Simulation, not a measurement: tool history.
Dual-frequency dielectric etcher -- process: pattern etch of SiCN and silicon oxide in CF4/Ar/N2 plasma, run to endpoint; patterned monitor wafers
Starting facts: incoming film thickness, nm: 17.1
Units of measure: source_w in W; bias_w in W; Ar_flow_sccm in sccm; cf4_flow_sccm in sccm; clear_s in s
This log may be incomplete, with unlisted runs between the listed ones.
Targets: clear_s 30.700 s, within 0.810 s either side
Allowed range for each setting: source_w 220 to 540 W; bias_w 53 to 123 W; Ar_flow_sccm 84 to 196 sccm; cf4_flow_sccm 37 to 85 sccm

| run | day | source_w | bias_w | Ar_flow_sccm | cf4_flow_sccm | clear_s |
|---|---|---|---|---|---|---|
| 1 | 0.000 | 380 | 88 | 140 | 61 | 23.666 |
| 2 | 0.158 | 380 | 88 | 140 | 71 | 23.146 |
| 3 | 0.258 | 380 | 104 | 140 | 71 | 21.773 |
| 4 | 0.617 | 360 | 103 | 140 | 71 | 22.601 |
| 5 | 0.950 | 360 | 103 | 123 | 71 | 22.164 |
| 6 | 1.121 | 360 | 112 | 123 | 71 | 21.420 |
| 7 | 1.312 | 340 | 110 | 124 | 71 | 22.306 |
| 8 | 1.583 | 320 | 107 | 126 | 71 | 24.089 |
| 9 | 1.746 | 310 | 107 | 126 | 71 | 25.306 |
| 10 | 2.096 | 300 | 107 | 126 | 71 | 25.690 |
| 11 | 2.250 | 290 | 107 | 126 | 71 | 26.092 |
| 12 | 2.408 | 280 | 107 | 126 | 71 | 26.984 |
|  | 2.712 | CF4 flow controller replaced |
| 13 | 2.712 | 270 | 107 | 126 | 71 | 27.970 |

Pick the move, out of 5, that brings all results within their allowed miss; only one does.
| A | 3.017 | 240 | 104 | 176 | 73 | ? |
| B | 3.017 | 300 | 120 | 131 | 77 | ? |
| C | 3.017 | 260 | 92 | 109 | 73 | ? |
| D | 3.017 | 220 | 110 | 130 | 67 | ? |
| E | 3.017 | 300 | 115 | 140 | 77 | ? |

| move | clear_s |
|---|---|
| A | 32.682 |
| B | 24.171 |
| C | 30.996 |
| D | 33.436 |
| E | 24.867 |
A: takes the biggest miss from the last run beyond its target
B: further off than the last run
C: all results land within tolerance of their targets
D: takes the biggest miss from the last run beyond its target
E: further off than the last run
So the answer is move C, the one that meets all the targets.

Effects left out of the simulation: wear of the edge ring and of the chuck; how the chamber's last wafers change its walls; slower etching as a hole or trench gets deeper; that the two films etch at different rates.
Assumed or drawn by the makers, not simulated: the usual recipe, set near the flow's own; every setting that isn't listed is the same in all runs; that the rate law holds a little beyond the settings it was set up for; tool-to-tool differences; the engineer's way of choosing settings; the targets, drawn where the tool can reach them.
